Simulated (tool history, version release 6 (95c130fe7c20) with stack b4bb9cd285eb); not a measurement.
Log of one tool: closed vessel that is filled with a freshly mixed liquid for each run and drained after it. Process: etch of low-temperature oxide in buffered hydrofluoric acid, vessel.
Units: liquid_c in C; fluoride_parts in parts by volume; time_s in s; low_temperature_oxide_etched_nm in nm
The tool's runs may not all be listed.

run,hour,liquid_c,fluoride_parts,time_s,low_temperature_oxide_etched_nm
1,0.0,21.0,20.5,95,255.06
2,7.2,21.0,24.5,95,227.33
3,14.5,21.0,24.5,95,227.01
4,16.7,23.5,23.5,95,267.03
5,18.3,25.5,22.5,95,311.12
6,27.1,26.5,22.0,95,327.81

The next listed run, before its measurement:
7,34.5,27.5,21.5,95,?

Run 7 gave low_temperature_oxide_etched_nm 351.61 nm.
